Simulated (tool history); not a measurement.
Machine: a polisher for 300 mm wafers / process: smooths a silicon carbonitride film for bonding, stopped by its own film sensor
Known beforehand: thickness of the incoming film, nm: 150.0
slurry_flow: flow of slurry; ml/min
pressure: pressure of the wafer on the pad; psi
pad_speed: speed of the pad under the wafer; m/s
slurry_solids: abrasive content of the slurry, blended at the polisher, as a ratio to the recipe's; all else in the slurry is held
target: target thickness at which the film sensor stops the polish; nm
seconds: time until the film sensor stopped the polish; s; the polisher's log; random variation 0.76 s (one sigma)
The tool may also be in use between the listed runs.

run 1 day=0 | slurry_flow=210 pressure=2.6 pad_speed=1.02 slurry_solids=1 target=104 | seconds=146.53
run 2 day=0.138 | slurry_flow=210 pressure=2.6 pad_speed=1.02 slurry_solids=0.9 target=104 | seconds=150.3
run 3 day=0.492 | slurry_flow=215 pressure=2.9 pad_speed=1.02 slurry_solids=0.9 target=104 | seconds=137.68
run 4 day=0.567 | slurry_flow=215 pressure=2.9 pad_speed=0.8 slurry_solids=0.9 target=104 | seconds=165.34
run 5 day=0.888 | slurry_flow=215 pressure=3.1 pad_speed=0.86 slurry_solids=0.9 target=104 | seconds=147.04
run 6 day=1.204 | slurry_flow=215 pressure=3.1 pad_speed=0.86 slurry_solids=0.9 target=102 | seconds=155.98
run 7 day=1.346 | slurry_flow=215 pressure=3.3 pad_speed=0.94 slurry_solids=0.9 target=102 | seconds=136.09
run 8 day=1.521 | slurry_flow=215 pressure=3.4 pad_speed=1 slurry_solids=0.9 target=102 | seconds=125.98
run 9 day=1.721 | slurry_flow=215 pressure=3.5 pad_speed=1.04 slurry_solids=0.9 target=102 | seconds=119.88
run 10 day=1.967 | slurry_flow=215 pressure=3.6 pad_speed=1.08 slurry_solids=0.9 target=102 | seconds=111.89
run 11 day=2.333 | slurry_flow=215 pressure=3.7 pad_speed=1.12 slurry_solids=0.9 target=102 | seconds=106.05
run 12 day=2.4 | slurry_flow=215 pressure=3.8 pad_speed=1.16 slurry_solids=0.9 target=102 | seconds=100.86

Run 13 is up next; what results do you expect?
run 13 day=2.746 | slurry_flow=215 pressure=3.8 pad_speed=1.2 slurry_solids=0.9 target=102 | seconds=?

Logged for run 13: seconds 97.947 s.

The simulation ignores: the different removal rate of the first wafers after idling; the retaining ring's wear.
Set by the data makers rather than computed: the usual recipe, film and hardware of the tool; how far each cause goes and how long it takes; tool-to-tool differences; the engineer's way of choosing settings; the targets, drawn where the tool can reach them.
